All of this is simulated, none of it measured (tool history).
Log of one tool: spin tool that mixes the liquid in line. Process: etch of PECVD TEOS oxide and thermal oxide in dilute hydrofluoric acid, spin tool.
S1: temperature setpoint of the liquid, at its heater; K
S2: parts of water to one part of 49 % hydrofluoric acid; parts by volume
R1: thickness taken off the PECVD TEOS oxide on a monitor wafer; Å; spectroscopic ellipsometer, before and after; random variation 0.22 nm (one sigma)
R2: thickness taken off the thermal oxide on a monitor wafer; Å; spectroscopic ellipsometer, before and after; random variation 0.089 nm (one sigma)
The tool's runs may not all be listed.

{"run": 1, "hour": 0.0, "S1": 293.15, "S2": 65, "time under the liquid (s)": 180, "R1": 200.45, "R2": 114.51}
{"run": 2, "hour": 6.2, "S1": 295.65, "S2": 65, "time under the liquid (s)": 180, "R1": 222.62, "R2": 125.94}
{"run": 3, "hour": 10.6, "S1": 297.15, "S2": 60, "time under the liquid (s)": 180, "R1": 258.39, "R2": 148.02}
{"run": 4, "hour": 17.8, "S1": 297.15, "S2": 70, "time under the liquid (s)": 180, "R1": 218.18, "R2": 123.54}
{"run": 5, "hour": 22.1, "S1": 297.15, "S2": 70, "time under the liquid (s)": 105, "R1": 127.76, "R2": 72.594}
{"run": 6, "hour": 27.2, "S1": 298.65, "S2": 70, "time under the liquid (s)": 105, "R1": 135.31, "R2": 76.116}
{"run": 7, "hour": 36.3, "S1": 300.65, "S2": 45, "time under the liquid (s)": 105, "R1": 236.61, "R2": 134.04}
{"run": 8, "hour": 41.8, "S1": 300.65, "S2": 45, "time under the liquid (s)": 105, "R1": 236.12, "R2": 135.9}

Run 9 comes next. What will it give?
{"run": 9, "hour": 47.5, "S1": 300.65, "S2": 45, "time under the liquid (s)": 105, "R1": "?", "R2": "?"}

{"run 9": {"R1": 239.06, "R2": 133.52}}
